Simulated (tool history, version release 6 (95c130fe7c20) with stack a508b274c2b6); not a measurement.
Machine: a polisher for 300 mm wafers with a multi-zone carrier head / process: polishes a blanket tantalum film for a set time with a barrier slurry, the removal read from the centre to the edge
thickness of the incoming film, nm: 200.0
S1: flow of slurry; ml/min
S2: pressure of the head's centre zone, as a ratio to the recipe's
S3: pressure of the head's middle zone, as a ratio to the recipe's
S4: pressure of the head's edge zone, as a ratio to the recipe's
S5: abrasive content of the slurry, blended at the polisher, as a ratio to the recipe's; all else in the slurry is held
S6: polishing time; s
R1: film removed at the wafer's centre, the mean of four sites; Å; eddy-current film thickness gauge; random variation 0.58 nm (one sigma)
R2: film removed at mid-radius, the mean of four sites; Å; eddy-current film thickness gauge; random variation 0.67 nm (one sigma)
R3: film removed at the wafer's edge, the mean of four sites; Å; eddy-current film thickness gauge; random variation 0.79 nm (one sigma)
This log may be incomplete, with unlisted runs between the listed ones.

run,hour,S1,S2,S3,S4,S5,S6,R1,R2,R3
1,0.0,150,1.00,1.00,1.00,1.00,43,674.97,684.26,706.46
2,5.7,150,0.91,1.00,1.00,1.00,43,620.32,690.28,719.97
3,12.8,150,0.91,1.00,0.95,1.00,43,616.89,682.23,689.86
4,14.8,145,0.90,0.99,0.93,0.95,43,583.88,646.56,650.69
5,23.7,135,0.89,0.99,0.92,0.95,43,587.11,662.31,655.57
6,26.4,135,0.88,0.98,0.90,0.90,43,571.49,625.89,636.08
7,32.3,135,0.87,0.98,0.88,0.90,43,556.89,618.82,630.58
8,38.1,135,0.87,0.98,0.87,0.90,43,537.64,638.84,615.72
9,42.0,135,0.87,0.98,0.87,0.90,43,546.43,620.78,632.07
10,42.6,115,0.89,0.99,0.81,0.75,43,484.29,553.68,542.48
11,46.7,120,0.89,0.99,0.82,0.75,43,489.94,560.17,530.76
12,48.0,125,0.89,0.99,0.83,0.75,43,498.52,570.18,529.76
13,50.9,120,0.88,0.96,0.93,0.90,43,541.70,603.75,630.92
14,57.3,115,0.89,0.97,0.92,0.90,43,539.08,611.34,630.34
15,65.9,115,0.90,0.97,0.90,0.90,43,545.88,610.54,621.80
16,66.5,115,0.90,0.97,0.89,0.90,43,545.65,603.25,614.81
17,67.2,115,0.90,0.97,0.88,0.90,43,560.40,617.33,624.45
18,73.9,115,0.90,0.97,0.88,0.90,43,547.66,603.07,599.91

Run 19 is up next; what results do you expect?
# hour 82.8: slurry nozzle cleaned
19,82.8,110,0.90,0.97,0.87,0.90,43,?,?,?

R1: 564.24 Å
R2: 630.01 Å
R3: 634.80 Å
